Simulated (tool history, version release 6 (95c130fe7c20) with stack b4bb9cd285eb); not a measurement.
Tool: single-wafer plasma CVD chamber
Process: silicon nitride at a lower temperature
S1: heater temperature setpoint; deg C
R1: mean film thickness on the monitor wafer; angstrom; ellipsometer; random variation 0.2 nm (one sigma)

Run 1, day 0: S1 360 deg C, chamber pressure (mTorr) 1210, RF power (kW) 0.32, deposition time (s) 40.9. Result: R1 486.05 angstrom.
Run 2, day 0.192: S1 360 deg C, chamber pressure (mTorr) 1060, RF power (kW) 0.32, deposition time (s) 40.9. Result: R1 468.95 angstrom.
Run 3, day 0.275: S1 350 deg C, chamber pressure (mTorr) 1060, RF power (kW) 0.32, deposition time (s) 40.9. Result: R1 472.45 angstrom.
Run 4, day 0.321: S1 350 deg C, chamber pressure (mTorr) 980, RF power (kW) 0.32, deposition time (s) 40.9. Result: R1 460.13 angstrom.
Run 5, day 0.462: S1 350 deg C, chamber pressure (mTorr) 1170, RF power (kW) 0.325, deposition time (s) 40.9. Result: R1 487.54 angstrom.
Run 6, day 0.596: S1 359 deg C, chamber pressure (mTorr) 1170, RF power (kW) 0.325, deposition time (s) 40.9. Result: R1 484.64 angstrom.
Run 7, day 0.796: S1 359 deg C, chamber pressure (mTorr) 1310, RF power (kW) 0.33, deposition time (s) 40.9. Result: R1 505.36 angstrom.
Run 8, day 1.096: S1 359 deg C, chamber pressure (mTorr) 1410, RF power (kW) 0.335, deposition time (s) 40.9. Result: R1 517.74 angstrom.
Run 9, day 1.271: S1 359 deg C, chamber pressure (mTorr) 1480, RF power (kW) 0.34, deposition time (s) 40.9. Result: R1 523.8 angstrom.

Run 10 comes next. What will it give?
Run 10, day 1.512: S1 359 deg C, chamber pressure (mTorr) 1520, RF power (kW) 0.35, deposition time (s) 40.9. Result: R1 ?.

Run 10 gave R1 536.41 angstrom.
